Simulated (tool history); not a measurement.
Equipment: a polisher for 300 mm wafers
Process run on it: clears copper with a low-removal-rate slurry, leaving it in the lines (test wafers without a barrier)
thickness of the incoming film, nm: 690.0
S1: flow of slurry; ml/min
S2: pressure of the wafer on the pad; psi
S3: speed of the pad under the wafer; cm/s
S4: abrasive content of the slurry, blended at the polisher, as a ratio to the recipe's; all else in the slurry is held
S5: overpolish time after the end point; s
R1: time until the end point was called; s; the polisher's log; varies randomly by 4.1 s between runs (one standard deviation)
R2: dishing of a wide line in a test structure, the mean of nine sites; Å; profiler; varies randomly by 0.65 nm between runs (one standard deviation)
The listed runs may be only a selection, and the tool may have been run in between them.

{"run": 1, "hour": 0.0, "S1": 155, "S2": 4.1, "S3": 122, "S4": 1.0, "S5": 19, "R1": 119.34, "R2": 702.44}
{"run": 2, "hour": 2.7, "S1": 155, "S2": 4.7, "S3": 122, "S4": 1.0, "S5": 19, "R1": 105.29, "R2": 791.03}
{"run": 3, "hour": 8.2, "S1": 155, "S2": 4.7, "S3": 138, "S4": 1.0, "S5": 19, "R1": 92.748, "R2": 896.89}
{"run": 4, "hour": 10.2, "S1": 155, "S2": 4.7, "S3": 138, "S4": 1.0, "S5": 27, "R1": 92.072, "R2": 1142.5}
{"run": 5, "hour": 17.3, "S1": 155, "S2": 4.7, "S3": 112, "S4": 1.0, "S5": 27, "R1": 116.22, "R2": 976.08}
{"run": 6, "hour": 22.3, "S1": 155, "S2": 4.3, "S3": 106, "S4": 1.0, "S5": 24, "R1": 131.17, "R2": 810.61}
{"run": 7, "hour": 24.5, "S1": 155, "S2": 3.9, "S3": 100, "S4": 1.0, "S5": 21, "R1": 148.18, "R2": 645.16}

Run 8 has not been measured yet. What should we expect?
{"run": 8, "hour": 28.2, "S1": 155, "S2": 3.6, "S3": 96, "S4": 1.0, "S5": 19, "R1": "?", "R2": "?"}

R1: 163.850 s
R2: 521.03 Å

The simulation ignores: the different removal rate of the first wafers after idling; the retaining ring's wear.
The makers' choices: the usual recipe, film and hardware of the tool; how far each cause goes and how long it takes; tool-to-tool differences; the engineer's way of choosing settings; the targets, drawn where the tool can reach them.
